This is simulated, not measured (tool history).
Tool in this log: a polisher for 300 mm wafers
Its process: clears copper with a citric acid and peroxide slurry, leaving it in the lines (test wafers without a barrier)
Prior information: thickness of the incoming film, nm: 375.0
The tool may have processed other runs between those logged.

| run | hour | flow of slurry (ml/min) | pressure of the wafer on the pad (kPa) | speed of the pad under the wafer (m/s) | abrasive content of the slurry | overpolish time after the end point (s) | time until the end point was called (s) | dishing of a wide line in a test structure (angstrom) |
|---|---|---|---|---|---|---|---|---|
| 1 | 0 | 260 | 22.1 | 1.14 | 1 | 24 | 150.27 | 369.69 |
| 2 | 7.5 | 260 | 20.7 | 1.14 | 1 | 24 | 158.76 | 336.67 |
| 3 | 12.3 | 260 | 20 | 1.14 | 1 | 25 | 166.33 | 358.26 |
| 4 | 15.3 | 260 | 20 | 1.14 | 1 | 32 | 163.57 | 434.92 |
| 5 | 16.8 | 260 | 20 | 0.86 | 1 | 32 | 214.72 | 366.11 |
| 6 | 21.2 | 305 | 20 | 0.86 | 1 | 32 | 208.56 | 347.52 |
| 7 | 28.8 | 305 | 19.3 | 0.86 | 1 | 32 | 218.82 | 346.9 |

Run 8 is up next; what results do you expect?
| 8 | 35.9 | 305 | 19.3 | 0.86 | 1 | 31 | ? | ? |

Run 8 came out at time until the end point was called (s) 215.98, dishing of a wide line in a test structure (angstrom) 357.32.
